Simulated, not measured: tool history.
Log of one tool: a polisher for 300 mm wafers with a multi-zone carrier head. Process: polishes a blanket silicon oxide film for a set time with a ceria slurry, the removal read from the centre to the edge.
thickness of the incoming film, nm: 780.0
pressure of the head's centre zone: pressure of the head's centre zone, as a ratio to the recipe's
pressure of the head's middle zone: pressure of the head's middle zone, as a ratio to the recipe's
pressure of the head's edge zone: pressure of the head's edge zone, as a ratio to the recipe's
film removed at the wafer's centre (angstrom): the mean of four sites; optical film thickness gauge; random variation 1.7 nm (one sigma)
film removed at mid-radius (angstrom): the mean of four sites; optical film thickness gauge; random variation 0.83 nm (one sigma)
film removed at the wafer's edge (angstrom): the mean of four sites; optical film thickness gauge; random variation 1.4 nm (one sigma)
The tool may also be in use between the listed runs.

run,hour,flow of slurry (ml/min),pressure of the head's centre zone,pressure of the head's middle zone,pressure of the head's edge zone,polishing time (s),film removed at the wafer's centre (angstrom),film removed at mid-radius (angstrom),film removed at the wafer's edge (angstrom)
1,0,140,1,1,1,31,2221,2170.2,2180.9
2,1.8,135,1.01,0.97,0.97,28,2003,1894.5,1952.4
3,8.8,130,1.03,0.95,0.94,26,1899.4,1735.4,1761.5
4,14.4,130,1.03,0.95,0.94,23,1625.5,1534.4,1565.4
5,16.5,130,0.95,0.95,0.94,23,1529.9,1511.7,1577.4
6,22.2,130,0.95,0.95,0.99,23,1543.1,1510,1597.4
7,30.2,125,0.98,0.93,0.97,22,1505.2,1422.8,1512.7
8,35.8,120,1,0.91,0.95,22,1510.4,1395.3,1499.5
9,41,115,1.02,0.89,0.93,21,1435.8,1287.1,1382.1

Forecast run 10:
10,48.7,110,1.04,0.88,0.92,21,?,?,?

Run 10 gave film removed at the wafer's centre (angstrom) 1444.5, film removed at mid-radius (angstrom) 1260.2, film removed at the wafer's edge (angstrom) 1357.

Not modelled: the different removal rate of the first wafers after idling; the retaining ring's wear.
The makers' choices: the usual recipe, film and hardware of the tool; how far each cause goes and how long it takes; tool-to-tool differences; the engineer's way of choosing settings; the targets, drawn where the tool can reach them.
